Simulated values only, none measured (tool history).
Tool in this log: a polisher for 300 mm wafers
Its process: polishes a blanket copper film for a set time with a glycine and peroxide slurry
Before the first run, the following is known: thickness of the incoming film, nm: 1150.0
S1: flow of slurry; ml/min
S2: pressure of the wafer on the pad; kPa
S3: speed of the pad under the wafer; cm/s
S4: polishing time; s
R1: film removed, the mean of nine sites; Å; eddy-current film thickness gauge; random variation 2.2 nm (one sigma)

run	hour	S1	S2	S3	S4	R1
1	0	295	19.3	116	34	2013.8
2	4.3	295	19.3	132	34	2234
3	5.9	295	17.2	130	34	1987.4
4	7.6	295	17.2	148	34	2198.7
5	11.4	295	17.2	138	34	2121.2
6	18.3	295	15.9	136	34	1940.7
7	21.8	295	15.2	136	34	1883.7

Run 8 comes next. What will it give?
8	28	295	14.5	136	34	?

R1: 1779.8 Å
